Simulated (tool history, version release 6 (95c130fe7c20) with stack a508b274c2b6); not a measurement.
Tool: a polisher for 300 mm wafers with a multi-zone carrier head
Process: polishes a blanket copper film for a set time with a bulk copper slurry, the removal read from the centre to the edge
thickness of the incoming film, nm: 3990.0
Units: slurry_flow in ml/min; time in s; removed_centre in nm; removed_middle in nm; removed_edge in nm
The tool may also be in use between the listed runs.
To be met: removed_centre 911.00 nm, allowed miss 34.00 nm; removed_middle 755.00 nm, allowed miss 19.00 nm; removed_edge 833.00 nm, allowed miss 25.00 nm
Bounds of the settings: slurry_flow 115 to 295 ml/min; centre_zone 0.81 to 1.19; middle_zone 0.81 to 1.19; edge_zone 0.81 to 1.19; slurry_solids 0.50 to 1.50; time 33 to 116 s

run,hour,slurry_flow,centre_zone,middle_zone,edge_zone,slurry_solids,time,removed_centre,removed_middle,removed_edge
1,0.0,190,1.00,1.00,1.00,1.00,74,630.70,638.84,658.03
2,4.2,195,1.02,1.00,1.02,1.05,74,661.24,649.32,685.73
3,12.5,195,1.09,1.00,1.02,1.05,74,705.11,648.45,677.18
4,13.4,195,1.09,1.04,1.02,1.05,74,714.82,675.00,680.09
5,21.4,200,1.10,1.04,1.04,1.10,74,716.72,682.31,696.10
6,28.9,200,1.17,1.04,1.04,1.10,74,757.42,684.71,693.33
7,37.1,205,1.17,1.03,1.04,1.15,75,787.49,692.07,711.75
8,40.5,210,1.17,1.03,1.05,1.20,75,790.36,708.61,717.03
9,44.2,245,1.19,0.93,1.13,1.45,81,907.79,735.70,850.31

Which of these 5 next moves meets every target?
A,47.9,220,1.18,0.91,1.14,1.45,80,?,?,?
B,47.9,260,1.17,0.89,1.13,1.35,83,?,?,?
C,47.9,245,1.18,0.86,1.12,1.50,82,?,?,?
D,47.9,295,1.17,0.96,1.10,1.40,79,?,?,?
E,47.9,215,1.13,0.94,1.17,1.35,87,?,?,?

move,removed_centre,removed_middle,removed_edge
A,897.02,707.77,845.24
B,930.18,724.92,873.36
C,940.31,707.23,874.35
D,906.20,750.83,833.89
E,918.55,776.38,915.14
A: further off than the last run
B: further off than the last run
C: further off than the last run
D: meets every target
E: takes the result that was furthest off past its target
The right move is D.
